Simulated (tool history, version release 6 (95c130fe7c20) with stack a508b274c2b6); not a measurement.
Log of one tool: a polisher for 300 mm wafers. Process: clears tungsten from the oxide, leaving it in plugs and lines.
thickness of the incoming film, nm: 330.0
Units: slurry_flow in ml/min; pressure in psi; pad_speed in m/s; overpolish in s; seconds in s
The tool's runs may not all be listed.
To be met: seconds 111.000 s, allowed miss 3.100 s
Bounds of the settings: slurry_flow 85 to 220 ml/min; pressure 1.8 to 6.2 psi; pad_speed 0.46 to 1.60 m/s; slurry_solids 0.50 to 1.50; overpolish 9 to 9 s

run,hour,slurry_flow,pressure,pad_speed,slurry_solids,overpolish,seconds
1,0.0,140,4.0,1.02,1.00,9,74.564
2,7.9,135,3.8,1.02,1.00,9,78.274
3,10.8,135,3.8,1.02,0.80,9,82.467
4,12.9,135,3.8,1.18,0.80,9,73.108
5,16.6,130,3.5,1.18,0.80,9,78.732
6,23.3,130,3.5,1.18,0.90,9,77.806
7,31.4,125,3.3,1.18,0.90,9,82.709
8,37.1,120,3.1,1.18,0.90,9,87.192
9,45.0,115,3.0,1.18,0.90,9,92.176
10,47.5,110,2.9,1.18,0.90,9,94.118
11,50.3,105,2.8,1.18,0.90,9,98.844
12,58.7,100,2.7,1.18,0.90,9,101.620
13,64.4,95,2.3,1.18,0.90,9,121.040
14,68.6,100,2.3,1.18,0.90,9,118.650
15,70.5,105,2.3,1.18,0.90,9,118.190

Which of these 4 next moves meets every target?
A,72.4,115,2.4,1.08,0.90,9,?
B,72.4,85,2.4,1.16,0.85,9,?
C,72.4,85,2.6,1.18,0.90,9,?
D,72.4,100,2.4,1.18,0.75,9,?

move,seconds
A,118.880
B,121.500
C,110.020
D,119.230
A: further off than the last run
B: further off than the last run
C: meets every target
D: further off than the last run
Answer: C
